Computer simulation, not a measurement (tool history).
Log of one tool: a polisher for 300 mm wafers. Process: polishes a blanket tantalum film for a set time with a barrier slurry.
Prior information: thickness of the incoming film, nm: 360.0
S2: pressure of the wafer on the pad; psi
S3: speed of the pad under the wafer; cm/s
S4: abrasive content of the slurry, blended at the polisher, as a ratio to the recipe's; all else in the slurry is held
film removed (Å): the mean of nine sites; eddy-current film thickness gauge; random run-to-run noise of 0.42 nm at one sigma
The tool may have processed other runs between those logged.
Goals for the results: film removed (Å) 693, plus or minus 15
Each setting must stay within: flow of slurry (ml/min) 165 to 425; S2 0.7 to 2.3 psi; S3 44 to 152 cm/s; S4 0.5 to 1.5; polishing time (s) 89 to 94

run 1 hour=0 | flow_of_slurry_(ml/min)=275 S2=1.5 S3=98 S4=1 polishing_time_(s)=89 | film_removed_(Å)=1124.2
run 2 hour=8.3 | flow_of_slurry_(ml/min)=270 S2=1.3 S3=98 S4=1 polishing_time_(s)=89 | film_removed_(Å)=976.97
run 3 hour=14.9 | flow_of_slurry_(ml/min)=270 S2=1.6 S3=98 S4=1 polishing_time_(s)=89 | film_removed_(Å)=1187.1
run 4 hour=18.4 | flow_of_slurry_(ml/min)=260 S2=1.3 S3=98 S4=1 polishing_time_(s)=89 | film_removed_(Å)=969.83
run 5 hour=19 | flow_of_slurry_(ml/min)=245 S2=1.1 S3=98 S4=1 polishing_time_(s)=89 | film_removed_(Å)=828.55
run 6 hour=22.9 | flow_of_slurry_(ml/min)=245 S2=1.1 S3=118 S4=1 polishing_time_(s)=89 | film_removed_(Å)=1009.9
run 7 hour=30.3 | flow_of_slurry_(ml/min)=230 S2=1 S3=116 S4=1 polishing_time_(s)=89 | film_removed_(Å)=885.53
run 8 hour=37 | flow_of_slurry_(ml/min)=210 S2=0.9 S3=116 S4=1 polishing_time_(s)=89 | film_removed_(Å)=797.37
run 9 hour=44.8 | flow_of_slurry_(ml/min)=195 S2=0.9 S3=116 S4=1 polishing_time_(s)=89 | film_removed_(Å)=790.51
run 10 hour=50.6 | flow_of_slurry_(ml/min)=185 S2=0.9 S3=116 S4=1 polishing_time_(s)=89 | film_removed_(Å)=779.63
run 11 hour=53.3 | flow_of_slurry_(ml/min)=180 S2=0.9 S3=116 S4=1 polishing_time_(s)=89 | film_removed_(Å)=772.19
run 12 hour=56.9 | flow_of_slurry_(ml/min)=175 S2=0.9 S3=116 S4=1 polishing_time_(s)=89 | film_removed_(Å)=766.39
run 13 hour=58.7 | flow_of_slurry_(ml/min)=175 S2=0.9 S3=116 S4=1 polishing_time_(s)=89 | film_removed_(Å)=754.16
run 14 hour=63.4 | flow_of_slurry_(ml/min)=170 S2=0.9 S3=116 S4=1 polishing_time_(s)=89 | film_removed_(Å)=758.89

Exercise: of the 5 proposed moves below, exactly one satisfies all targets within the stated allowed misses. Which move is it?
run A hour=68.1 | flow_of_slurry_(ml/min)=210 S2=0.9 S3=112 S4=1.2 polishing_time_(s)=89 | film_removed_(Å)=?
run B hour=68.1 | flow_of_slurry_(ml/min)=165 S2=0.9 S3=104 S4=1.1 polishing_time_(s)=89 | film_removed_(Å)=?
run C hour=68.1 | flow_of_slurry_(ml/min)=170 S2=0.8 S3=110 S4=0.9 polishing_time_(s)=93 | film_removed_(Å)=?
run D hour=68.1 | flow_of_slurry_(ml/min)=190 S2=0.9 S3=122 S4=1 polishing_time_(s)=92 | film_removed_(Å)=?
run E hour=68.1 | flow_of_slurry_(ml/min)=185 S2=1 S3=114 S4=0.95 polishing_time_(s)=89 | film_removed_(Å)=?

move=A film_removed_(Å)=807.08
move=B film_removed_(Å)=693.97
move=C film_removed_(Å)=659.6
move=D film_removed_(Å)=845.33
move=E film_removed_(Å)=820.96
A: misses by more than the last run did
B: hits every target within its allowed miss
C: pushes the last run's worst result past its target
D: misses by more than the last run did
E: misses by more than the last run did
B meets every target.
